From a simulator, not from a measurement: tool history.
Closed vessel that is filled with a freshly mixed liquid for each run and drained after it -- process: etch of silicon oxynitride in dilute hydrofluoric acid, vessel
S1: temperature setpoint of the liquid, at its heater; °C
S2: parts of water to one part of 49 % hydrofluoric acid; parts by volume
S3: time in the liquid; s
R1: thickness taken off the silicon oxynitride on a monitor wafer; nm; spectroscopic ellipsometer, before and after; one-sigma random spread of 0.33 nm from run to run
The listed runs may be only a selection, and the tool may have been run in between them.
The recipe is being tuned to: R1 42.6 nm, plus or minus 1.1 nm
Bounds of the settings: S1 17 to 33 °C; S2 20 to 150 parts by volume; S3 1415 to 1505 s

| run | hour | S1 | S2 | S3 | R1 |
|---|---|---|---|---|---|
| 1 | 0 | 25 | 85 | 1415 | 87.453 |
| 2 | 2.9 | 23 | 90 | 1415 | 75.477 |
| 3 | 10.2 | 21.5 | 95 | 1415 | 65.973 |
| 4 | 18.3 | 24.5 | 95 | 1415 | 76.672 |
| 5 | 20.4 | 23 | 100 | 1415 | 67.38 |
| 6 | 24.2 | 23 | 70 | 1415 | 97.237 |
| 7 | 31.4 | 21.5 | 80 | 1415 | 78.679 |
| 8 | 40.7 | 21.5 | 80 | 1415 | 78.512 |
| 9 | 46.7 | 20.5 | 85 | 1415 | 70.192 |
| 10 | 51.6 | 19.5 | 90 | 1415 | 63.207 |
| 11 | 59.8 | 19 | 95 | 1415 | 57.656 |

Which single option among these 5 for the next run brings every result within its allowed miss of target? Just one does.
| A | 68 | 17 | 95 | 1465 | ? |
| B | 68 | 19 | 120 | 1415 | ? |
| C | 68 | 17 | 120 | 1450 | ? |
| D | 68 | 17 | 115 | 1485 | ? |
| E | 68 | 19.5 | 80 | 1415 | ? |

| move | R1 |
|---|---|
| A | 53.895 |
| B | 44.754 |
| C | 41.558 |
| D | 44.553 |
| E | 70.764 |
A: nearer the targets than the last run, but a result is still out of spec
B: nearer the targets than the last run, but a result is still out of spec
C: every result lands within tolerance
D: nearer the targets than the last run, but a result is still out of spec
E: the biggest miss grows against the last run
C meets every target.

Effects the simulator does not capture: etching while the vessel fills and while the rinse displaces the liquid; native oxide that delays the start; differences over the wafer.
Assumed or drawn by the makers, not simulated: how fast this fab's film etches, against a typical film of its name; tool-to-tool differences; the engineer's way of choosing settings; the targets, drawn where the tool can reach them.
